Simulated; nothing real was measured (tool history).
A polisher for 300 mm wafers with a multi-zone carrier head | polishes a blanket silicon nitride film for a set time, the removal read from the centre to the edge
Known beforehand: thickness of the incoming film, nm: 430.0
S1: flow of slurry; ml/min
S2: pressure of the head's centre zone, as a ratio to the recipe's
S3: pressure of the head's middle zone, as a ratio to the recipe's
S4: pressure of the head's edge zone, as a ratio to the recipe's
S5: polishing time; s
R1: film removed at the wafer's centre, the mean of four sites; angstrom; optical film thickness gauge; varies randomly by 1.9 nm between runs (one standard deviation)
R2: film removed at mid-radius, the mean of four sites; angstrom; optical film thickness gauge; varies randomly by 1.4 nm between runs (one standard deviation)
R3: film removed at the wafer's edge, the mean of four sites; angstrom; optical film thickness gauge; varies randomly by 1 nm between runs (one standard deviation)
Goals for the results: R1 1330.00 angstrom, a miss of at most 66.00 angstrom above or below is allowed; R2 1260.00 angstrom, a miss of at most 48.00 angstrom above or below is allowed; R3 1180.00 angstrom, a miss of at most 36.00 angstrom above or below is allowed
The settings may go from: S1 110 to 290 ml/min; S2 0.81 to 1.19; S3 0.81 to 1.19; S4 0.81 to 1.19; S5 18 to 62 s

{"run": 1, "day": 0.0, "S1": 185, "S2": 1.0, "S3": 1.0, "S4": 1.0, "S5": 40, "R1": 986.32, "R2": 954.68, "R3": 992.96}
{"run": 2, "day": 0.288, "S1": 185, "S2": 0.92, "S3": 1.0, "S4": 1.0, "S5": 40, "R1": 929.15, "R2": 958.23, "R3": 1002.7}
{"run": 3, "day": 0.65, "S1": 185, "S2": 0.92, "S3": 1.0, "S4": 1.0, "S5": 30, "R1": 698.65, "R2": 716.68, "R3": 742.81}
{"run": 4, "day": 0.704, "S1": 185, "S2": 0.92, "S3": 1.07, "S4": 1.0, "S5": 30, "R1": 688.4, "R2": 756.5, "R3": 763.67}
{"run": 5, "day": 0.879, "S1": 190, "S2": 0.95, "S3": 1.08, "S4": 1.0, "S5": 32, "R1": 737.11, "R2": 812.46, "R3": 795.02}
{"run": 6, "day": 1.0, "S1": 195, "S2": 0.97, "S3": 1.08, "S4": 1.0, "S5": 34, "R1": 821.13, "R2": 870.47, "R3": 855.13}
{"run": 7, "day": 1.292, "S1": 200, "S2": 0.99, "S3": 1.09, "S4": 1.01, "S5": 35, "R1": 849.54, "R2": 891.01, "R3": 875.79}
{"run": 8, "day": 1.612, "S1": 245, "S2": 1.09, "S3": 1.16, "S4": 1.01, "S5": 46, "R1": 1253.4, "R2": 1259.7, "R3": 1165.8}

Exercise: of the 4 proposed moves below, exactly one satisfies all targets within the stated allowed misses. Which move is it?
{"run": "A", "day": 1.933, "S1": 245, "S2": 1.02, "S3": 1.19, "S4": 0.97, "S5": 46, "R1": "?", "R2": "?", "R3": "?"}
{"run": "B", "day": 1.933, "S1": 255, "S2": 1.15, "S3": 1.14, "S4": 0.99, "S5": 46, "R1": "?", "R2": "?", "R3": "?"}
{"run": "C", "day": 1.933, "S1": 240, "S2": 1.12, "S3": 1.19, "S4": 0.96, "S5": 44, "R1": "?", "R2": "?", "R3": "?"}
{"run": "D", "day": 1.933, "S1": 265, "S2": 0.91, "S3": 1.08, "S4": 0.81, "S5": 49, "R1": "?", "R2": "?", "R3": "?"}

move=A R1=1195.50 R2=1299.30 R3=1155.00
move=B R1=1321.60 R2=1262.90 R3=1170.80
move=C R1=1228.70 R2=1239.50 R3=1097.40
move=D R1=1175.50 R2=1299.40 R3=1142.00
A: the biggest miss grows against the last run
B: in spec on every target
C: the biggest miss grows against the last run
D: the biggest miss grows against the last run
So the answer is move B, the one that meets all the targets.
